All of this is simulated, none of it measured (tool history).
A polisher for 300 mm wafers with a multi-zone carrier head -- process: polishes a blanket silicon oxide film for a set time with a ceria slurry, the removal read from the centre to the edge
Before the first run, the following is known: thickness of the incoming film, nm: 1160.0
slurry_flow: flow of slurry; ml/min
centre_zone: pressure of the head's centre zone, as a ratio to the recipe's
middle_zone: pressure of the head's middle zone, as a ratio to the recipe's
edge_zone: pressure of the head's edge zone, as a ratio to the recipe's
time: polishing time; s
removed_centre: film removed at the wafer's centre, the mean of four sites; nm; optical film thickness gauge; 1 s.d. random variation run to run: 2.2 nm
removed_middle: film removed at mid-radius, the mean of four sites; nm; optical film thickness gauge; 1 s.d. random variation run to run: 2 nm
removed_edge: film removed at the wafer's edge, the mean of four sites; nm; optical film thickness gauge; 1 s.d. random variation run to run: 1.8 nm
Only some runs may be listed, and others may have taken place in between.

run 1 hour=0 | slurry_flow=275 centre_zone=1 middle_zone=1 edge_zone=1 time=87 | removed_centre=261.61 removed_middle=263.95 removed_edge=260.16
run 2 hour=2.9 | slurry_flow=265 centre_zone=0.96 middle_zone=0.99 edge_zone=0.98 time=86 | removed_centre=248.72 removed_middle=256.49 removed_edge=255.34
run 3 hour=10.5 | slurry_flow=260 centre_zone=0.92 middle_zone=0.99 edge_zone=0.97 time=85 | removed_centre=230.3 removed_middle=256.6 removed_edge=248.15
run 4 hour=14 | slurry_flow=260 centre_zone=0.92 middle_zone=0.94 edge_zone=0.97 time=85 | removed_centre=228.4 removed_middle=239.39 removed_edge=249.69
run 5 hour=19.1 | slurry_flow=260 centre_zone=0.92 middle_zone=0.89 edge_zone=0.97 time=85 | removed_centre=231.5 removed_middle=232.09 removed_edge=249.44
run 6 hour=23 | slurry_flow=255 centre_zone=0.9 middle_zone=0.91 edge_zone=0.96 time=85 | removed_centre=223.41 removed_middle=236.08 removed_edge=247.64
run 7 hour=28 | slurry_flow=250 centre_zone=0.89 middle_zone=0.92 edge_zone=0.95 time=85 | removed_centre=222.19 removed_middle=236.7 removed_edge=246.81
run 8 hour=34.8 | slurry_flow=250 centre_zone=0.88 middle_zone=0.93 edge_zone=0.94 time=85 | removed_centre=224.36 removed_middle=235.35 removed_edge=244.13
run 9 hour=36.5 | slurry_flow=230 centre_zone=0.81 middle_zone=1.03 edge_zone=0.98 time=83 | removed_centre=195.03 removed_middle=247.58 removed_edge=241.49

Run 10 has not been measured yet. What should we expect?
run 10 hour=43.6 | slurry_flow=230 centre_zone=0.82 middle_zone=1.02 edge_zone=0.98 time=83 | removed_centre=? removed_middle=? removed_edge=?

Run 10 yielded removed_centre 200.94 nm, removed_middle 249.18 nm, removed_edge 242.53 nm.
